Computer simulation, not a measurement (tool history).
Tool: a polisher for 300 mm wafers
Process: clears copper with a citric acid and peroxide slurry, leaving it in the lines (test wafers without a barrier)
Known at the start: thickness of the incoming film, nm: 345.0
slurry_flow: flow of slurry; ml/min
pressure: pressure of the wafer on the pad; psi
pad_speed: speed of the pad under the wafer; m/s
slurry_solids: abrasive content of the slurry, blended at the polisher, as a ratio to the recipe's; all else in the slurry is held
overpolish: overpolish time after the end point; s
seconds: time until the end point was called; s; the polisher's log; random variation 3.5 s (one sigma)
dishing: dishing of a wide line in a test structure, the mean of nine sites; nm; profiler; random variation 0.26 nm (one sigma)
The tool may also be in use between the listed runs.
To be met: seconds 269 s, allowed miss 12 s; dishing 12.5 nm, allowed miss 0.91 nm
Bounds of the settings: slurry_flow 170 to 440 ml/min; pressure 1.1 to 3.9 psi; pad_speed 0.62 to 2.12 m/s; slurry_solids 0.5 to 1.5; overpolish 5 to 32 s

{"run": 1, "hour": 0.0, "slurry_flow": 280, "pressure": 2.5, "pad_speed": 1.36, "slurry_solids": 1, "overpolish": 16, "seconds": 160.19, "dishing": 24.447}
{"run": 2, "hour": 5.2, "slurry_flow": 280, "pressure": 2.5, "pad_speed": 1.36, "slurry_solids": 1, "overpolish": 22, "seconds": 160.06, "dishing": 31.199}
{"run": 3, "hour": 9.8, "slurry_flow": 280, "pressure": 2.5, "pad_speed": 1.36, "slurry_solids": 1, "overpolish": 19, "seconds": 156.7, "dishing": 27.641}
{"run": 4, "hour": 17.8, "slurry_flow": 280, "pressure": 2.5, "pad_speed": 1.36, "slurry_solids": 0.9, "overpolish": 19, "seconds": 162.99, "dishing": 28.2}
{"hour": 23.6, "done": "slurry nozzle cleaned"}
{"run": 5, "hour": 23.6, "slurry_flow": 285, "pressure": 2.1, "pad_speed": 1.34, "slurry_solids": 0.95, "overpolish": 17, "seconds": 182.41, "dishing": 21.663}
{"run": 6, "hour": 25.1, "slurry_flow": 285, "pressure": 1.8, "pad_speed": 1.3, "slurry_solids": 0.95, "overpolish": 16, "seconds": 219.54, "dishing": 18.081}
{"run": 7, "hour": 31.9, "slurry_flow": 290, "pressure": 1.6, "pad_speed": 1.3, "slurry_solids": 0.95, "overpolish": 15, "seconds": 249.26, "dishing": 15.109}
{"run": 8, "hour": 38.2, "slurry_flow": 290, "pressure": 1.6, "pad_speed": 1.3, "slurry_solids": 0.95, "overpolish": 14, "seconds": 249.03, "dishing": 14.887}
{"run": 9, "hour": 42.9, "slurry_flow": 290, "pressure": 1.6, "pad_speed": 1.3, "slurry_solids": 0.95, "overpolish": 13, "seconds": 245.7, "dishing": 13.585}

5 next moves are on the table. One of them brings every result within its allowed miss. Which?
{"run": "A", "hour": 47.6, "slurry_flow": 270, "pressure": 1.3, "pad_speed": 1.42, "slurry_solids": 1.15, "overpolish": 13, "seconds": "?", "dishing": "?"}
{"run": "B", "hour": 47.6, "slurry_flow": 325, "pressure": 1.5, "pad_speed": 1.5, "slurry_solids": 1.05, "overpolish": 14, "seconds": "?", "dishing": "?"}
{"run": "C", "hour": 47.6, "slurry_flow": 255, "pressure": 1.7, "pad_speed": 1.06, "slurry_solids": 1.2, "overpolish": 15, "seconds": "?", "dishing": "?"}
{"run": "D", "hour": 47.6, "slurry_flow": 300, "pressure": 1.4, "pad_speed": 1.22, "slurry_solids": 0.9, "overpolish": 17, "seconds": "?", "dishing": "?"}
{"run": "E", "hour": 47.6, "slurry_flow": 290, "pressure": 1.4, "pad_speed": 1.38, "slurry_solids": 0.9, "overpolish": 17, "seconds": "?", "dishing": "?"}

move=A seconds=262.7 dishing=12.359
move=B seconds=218.24 dishing=15.688
move=C seconds=266.01 dishing=14.028
move=D seconds=291.19 dishing=14.395
move=E seconds=260.54 dishing=15.896
A: meets every target
B: further off than the last run
C: brings the result that was furthest off to its target, and leaves another outside
D: takes the result that was furthest off past its target
E: brings the result that was furthest off to its target, and leaves another outside
Answer: A

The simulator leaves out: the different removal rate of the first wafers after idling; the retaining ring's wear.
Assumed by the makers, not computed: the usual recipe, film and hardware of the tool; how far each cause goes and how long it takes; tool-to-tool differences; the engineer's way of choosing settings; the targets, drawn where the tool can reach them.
